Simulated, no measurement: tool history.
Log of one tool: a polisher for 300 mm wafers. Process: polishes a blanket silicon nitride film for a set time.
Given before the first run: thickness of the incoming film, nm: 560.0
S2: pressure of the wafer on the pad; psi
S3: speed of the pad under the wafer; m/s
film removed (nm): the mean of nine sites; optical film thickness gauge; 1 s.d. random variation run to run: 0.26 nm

run 1 hour=0.0 | flow_of_slurry_(ml/min)=205 S2=2.5 S3=0.88 polishing_time_(s)=27 | film_removed_(nm)=28.832
run 2 hour=6.5 | flow_of_slurry_(ml/min)=205 S2=2.3 S3=0.88 polishing_time_(s)=27 | film_removed_(nm)=26.317
run 3 hour=7.9 | flow_of_slurry_(ml/min)=205 S2=2.3 S3=1.04 polishing_time_(s)=27 | film_removed_(nm)=29.201
run 4 hour=16.1 | flow_of_slurry_(ml/min)=205 S2=2.8 S3=1.04 polishing_time_(s)=27 | film_removed_(nm)=36.445
run 5 hour=18.3 | flow_of_slurry_(ml/min)=180 S2=2.8 S3=1.04 polishing_time_(s)=27 | film_removed_(nm)=34.641
run 6 hour=20.4 | flow_of_slurry_(ml/min)=180 S2=3.1 S3=1.04 polishing_time_(s)=27 | film_removed_(nm)=39.548
run 7 hour=28.4 | flow_of_slurry_(ml/min)=175 S2=2.7 S3=1.02 polishing_time_(s)=27 | film_removed_(nm)=33.176
run 8 hour=31.5 | flow_of_slurry_(ml/min)=175 S2=2.4 S3=1.00 polishing_time_(s)=27 | film_removed_(nm)=29.157
run 9 hour=40.3 | flow_of_slurry_(ml/min)=175 S2=2.2 S3=0.98 polishing_time_(s)=27 | film_removed_(nm)=27.447
run 10 hour=48.2 | flow_of_slurry_(ml/min)=175 S2=2.0 S3=0.96 polishing_time_(s)=27 | film_removed_(nm)=23.649

Run 11, settings as shown, results not yet in. Your forecast:
run 11 hour=49.4 | flow_of_slurry_(ml/min)=175 S2=1.9 S3=0.96 polishing_time_(s)=27 | film_removed_(nm)=?

film removed (nm): 22.868
